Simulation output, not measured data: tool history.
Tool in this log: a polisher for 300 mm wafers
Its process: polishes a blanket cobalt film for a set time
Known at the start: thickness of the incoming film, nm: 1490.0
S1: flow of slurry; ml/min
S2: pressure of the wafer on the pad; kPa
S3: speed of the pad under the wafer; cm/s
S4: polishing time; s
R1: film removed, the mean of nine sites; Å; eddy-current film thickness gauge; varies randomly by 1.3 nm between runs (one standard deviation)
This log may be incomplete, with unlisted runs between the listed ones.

Run 1, hour 0.0: S1 280 ml/min, S2 11.7 kPa, S3 100 cm/s, S4 44 s. Result: R1 1521.7 Å.
Run 2, hour 2.6: S1 280 ml/min, S2 10.3 kPa, S3 98 cm/s, S4 44 s. Result: R1 1439.9 Å.
Run 3, hour 5.8: S1 280 ml/min, S2 13.1 kPa, S3 98 cm/s, S4 44 s. Result: R1 1630.1 Å.
Run 4, hour 13.6: S1 280 ml/min, S2 11.7 kPa, S3 92 cm/s, S4 44 s. Result: R1 1522.9 Å.
Run 5, hour 15.4: S1 320 ml/min, S2 11.7 kPa, S3 92 cm/s, S4 44 s. Result: R1 1503.9 Å.
Run 6, hour 16.8: S1 320 ml/min, S2 10.3 kPa, S3 86 cm/s, S4 44 s. Result: R1 1330.8 Å.

Run 7 comes next. What will it give?
Run 7, hour 23.2: S1 320 ml/min, S2 9.0 kPa, S3 82 cm/s, S4 44 s. Result: R1 ?.

{"run 7": {"R1": 1171.3}}
